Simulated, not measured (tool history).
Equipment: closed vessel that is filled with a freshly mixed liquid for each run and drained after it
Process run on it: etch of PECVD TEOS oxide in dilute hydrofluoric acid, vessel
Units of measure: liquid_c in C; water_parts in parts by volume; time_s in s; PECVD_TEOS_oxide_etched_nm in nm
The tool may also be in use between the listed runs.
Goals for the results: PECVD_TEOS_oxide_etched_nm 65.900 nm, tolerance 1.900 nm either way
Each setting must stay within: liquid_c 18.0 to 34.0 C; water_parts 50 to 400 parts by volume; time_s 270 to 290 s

run	hour	liquid_c	water_parts	time_s	PECVD_TEOS_oxide_etched_nm
1	0.0	26.0	225	270	34.291
2	6.9	26.0	225	290	37.378
3	10.1	26.0	300	290	25.805
4	14.8	26.0	225	290	36.966
5	20.2	27.0	215	290	40.716
6	26.0	28.0	205	290	44.993
7	33.9	28.5	200	290	46.993
8	37.7	29.0	195	290	48.635

Next run, 5 choices. One meets every target within its allowed miss, the rest don't. Which?
A	41.5	26.0	150	290	?
B	41.5	28.0	160	290	?
C	41.5	29.5	165	290	?
D	41.5	30.0	160	275	?
E	41.5	27.5	145	290	?

move	PECVD_TEOS_oxide_etched_nm
A	61.313
B	61.140
C	62.191
D	62.310
E	67.482
A: closer than the last run, but not yet in spec
B: closer than the last run, but not yet in spec
C: closer than the last run, but not yet in spec
D: closer than the last run, but not yet in spec
E: in spec on every target
The right move is E.

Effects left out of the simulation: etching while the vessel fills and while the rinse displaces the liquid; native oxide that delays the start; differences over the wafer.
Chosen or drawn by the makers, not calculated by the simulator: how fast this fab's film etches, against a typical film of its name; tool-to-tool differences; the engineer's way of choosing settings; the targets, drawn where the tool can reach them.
